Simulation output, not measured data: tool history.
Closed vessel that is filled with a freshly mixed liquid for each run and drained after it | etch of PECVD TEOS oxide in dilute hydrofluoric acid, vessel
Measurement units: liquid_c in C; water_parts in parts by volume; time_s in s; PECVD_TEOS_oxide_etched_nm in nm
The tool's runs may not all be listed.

run 1 hour=0.0 | liquid_c=25.0 water_parts=140 time_s=1160 | PECVD_TEOS_oxide_etched_nm=63.983
run 2 hour=2.5 | liquid_c=25.0 water_parts=140 time_s=1250 | PECVD_TEOS_oxide_etched_nm=69.069
run 3 hour=10.3 | liquid_c=23.5 water_parts=140 time_s=1250 | PECVD_TEOS_oxide_etched_nm=64.389
run 4 hour=13.5 | liquid_c=26.0 water_parts=140 time_s=1250 | PECVD_TEOS_oxide_etched_nm=71.918
run 5 hour=14.7 | liquid_c=24.5 water_parts=140 time_s=1250 | PECVD_TEOS_oxide_etched_nm=67.785
run 6 hour=21.7 | liquid_c=24.5 water_parts=140 time_s=1250 | PECVD_TEOS_oxide_etched_nm=68.119

For run 7, what comes out?
run 7 hour=29.5 | liquid_c=23.5 water_parts=140 time_s=1250 | PECVD_TEOS_oxide_etched_nm=?

Run 7 produced PECVD_TEOS_oxide_etched_nm 65.726 nm.

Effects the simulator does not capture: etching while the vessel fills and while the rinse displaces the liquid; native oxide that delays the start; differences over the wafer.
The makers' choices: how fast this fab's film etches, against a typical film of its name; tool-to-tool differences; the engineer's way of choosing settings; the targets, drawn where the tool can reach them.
